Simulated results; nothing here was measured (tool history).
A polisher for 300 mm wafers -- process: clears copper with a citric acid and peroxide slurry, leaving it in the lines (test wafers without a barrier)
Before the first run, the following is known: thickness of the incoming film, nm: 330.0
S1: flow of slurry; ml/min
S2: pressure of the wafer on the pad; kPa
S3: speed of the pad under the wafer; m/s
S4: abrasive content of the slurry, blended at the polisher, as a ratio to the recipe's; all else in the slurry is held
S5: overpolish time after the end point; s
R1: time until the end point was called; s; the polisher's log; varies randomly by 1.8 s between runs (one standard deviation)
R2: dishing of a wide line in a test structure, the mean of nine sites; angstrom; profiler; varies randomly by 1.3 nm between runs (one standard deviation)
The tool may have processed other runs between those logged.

run,hour,S1,S2,S3,S4,S5,R1,R2
1,0.0,310,22.1,0.88,1.00,23,143.67,343.37
2,6.5,310,22.8,0.88,1.00,24,140.10,375.55
3,7.1,310,22.8,0.88,1.00,17,137.62,270.98
4,14.7,310,22.8,0.88,1.00,7,140.10,117.20
5,20.8,310,22.8,0.88,1.00,7,145.91,120.84
6,26.8,310,22.8,0.88,1.15,7,141.31,119.80
7,30.3,310,22.8,0.92,1.15,10,133.59,181.87
8,35.1,310,22.8,0.96,1.20,11,128.88,195.85
9,36.7,310,22.8,0.98,1.20,13,125.35,248.44
10,40.8,310,22.8,0.98,1.20,13,122.98,245.58
11,44.4,310,22.8,1.00,1.20,14,121.38,258.67
12,52.1,310,22.8,1.02,1.20,15,120.24,288.75

Expected results for the next run?
13,54.4,310,22.8,1.04,1.20,16,?,?

Run 13 yielded R1 113.91 s, R2 317.26 angstrom.
